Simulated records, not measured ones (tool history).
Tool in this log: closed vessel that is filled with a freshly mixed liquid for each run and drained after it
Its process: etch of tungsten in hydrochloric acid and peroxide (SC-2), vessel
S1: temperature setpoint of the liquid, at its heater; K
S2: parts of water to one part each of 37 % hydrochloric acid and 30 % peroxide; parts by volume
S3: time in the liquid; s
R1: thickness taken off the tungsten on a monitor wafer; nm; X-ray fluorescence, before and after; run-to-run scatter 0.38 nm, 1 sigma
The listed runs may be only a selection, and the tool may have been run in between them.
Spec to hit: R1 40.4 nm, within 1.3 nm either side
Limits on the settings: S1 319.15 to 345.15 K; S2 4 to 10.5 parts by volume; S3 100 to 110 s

run  hour      S1   S2   S3      R1
  1     0  335.15  5.5  100  84.832
  2   0.5  331.65  5.5  100   69.17
  3   1.3  334.15  5.5  100  80.862
  4   8.2  334.15    7  100  67.616
  5  10.4  334.15    6  100  74.864
  6  18.5  331.15    6  100  62.726
  7  25.9  329.15    6  100  54.892
  8  29.6  327.65    6  100  50.159
  9  31.5  323.65    6  100  38.985

Which one of the following 4 next-run settings gets every result inside its allowed miss? There is exactly one.
  A  33.4  322.15  6.5  110   ?
  B  33.4  321.15    5  100   ?
  C  33.4  322.65    6  105   ?
  D  33.4  324.65    7  110   ?

move      R1
   A   35.81
   B  36.957
   C  37.555
   D  39.945
A: moves away from the targets compared with the last run
B: moves away from the targets compared with the last run
C: moves away from the targets compared with the last run
D: each result inside its tolerance
The right move is D.
